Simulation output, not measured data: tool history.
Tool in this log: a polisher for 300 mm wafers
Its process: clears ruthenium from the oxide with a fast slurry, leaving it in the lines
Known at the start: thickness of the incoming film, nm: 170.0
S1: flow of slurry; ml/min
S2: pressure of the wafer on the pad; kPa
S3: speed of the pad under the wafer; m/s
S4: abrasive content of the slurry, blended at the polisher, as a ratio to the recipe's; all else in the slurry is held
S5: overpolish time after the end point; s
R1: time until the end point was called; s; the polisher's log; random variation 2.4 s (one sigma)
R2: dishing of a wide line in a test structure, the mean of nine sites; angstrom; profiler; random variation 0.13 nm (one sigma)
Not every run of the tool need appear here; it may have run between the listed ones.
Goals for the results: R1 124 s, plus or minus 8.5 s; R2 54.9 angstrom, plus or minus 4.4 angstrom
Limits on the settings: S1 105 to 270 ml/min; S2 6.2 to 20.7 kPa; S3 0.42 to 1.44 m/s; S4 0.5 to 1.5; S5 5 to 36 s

run,hour,S1,S2,S3,S4,S5,R1,R2
1,0,175,13.1,0.92,1,18,64.759,212.36
2,8.1,200,13.1,0.92,1,18,59.575,219.19
3,14,240,13.1,0.92,1,18,61.295,218.48
4,18.2,195,11,0.8,1,14,80.188,168.32
5,22.2,165,9.7,0.68,1.15,11,100.94,122.3
# hour 23.2: head pressure recalibrated
6,23.2,145,9,0.6,1.25,9,108.62,96.376
7,29,130,8.3,0.54,1.35,8,123.62,75.894
8,35.1,105,9.7,0.42,1.5,5,143.8,45.737
9,36.3,115,9.7,0.42,1.5,5,137.7,47.05
10,40.2,125,9.7,0.42,1.5,5,137.05,48.632
11,46.7,130,9.7,0.44,1.5,5,136.19,48.897
12,54.2,130,11,0.46,1.5,10,115.38,101.08
13,59.2,130,10.3,0.48,1.5,8,117.63,83.508
14,62.8,135,11,0.46,1.45,7,116.18,76.212
15,70.1,130,10.3,0.48,1.45,6,121.69,66.186
16,75.3,120,10.3,0.5,1.45,6,117.82,67.377

Next run, 5 choices. One meets every target within its allowed miss, the rest don't. Which?
A,80.5,105,9,0.62,1.5,6,?,?
B,80.5,135,12.4,0.42,1.3,5,?,?
C,80.5,110,7.6,0.62,1.5,10,?,?
D,80.5,105,10.3,0.52,1.5,7,?,?
E,80.5,145,11,0.48,1.5,7,?,?

move,R1,R2
A,109.09,72.077
B,125.11,54.625
C,120.04,101.01
D,117.14,77.281
E,113.03,79.61
A: the biggest miss grows against the last run
B: each result inside its tolerance
C: the biggest miss grows against the last run
D: the biggest miss grows against the last run
E: the biggest miss grows against the last run
Move B is the one to make.

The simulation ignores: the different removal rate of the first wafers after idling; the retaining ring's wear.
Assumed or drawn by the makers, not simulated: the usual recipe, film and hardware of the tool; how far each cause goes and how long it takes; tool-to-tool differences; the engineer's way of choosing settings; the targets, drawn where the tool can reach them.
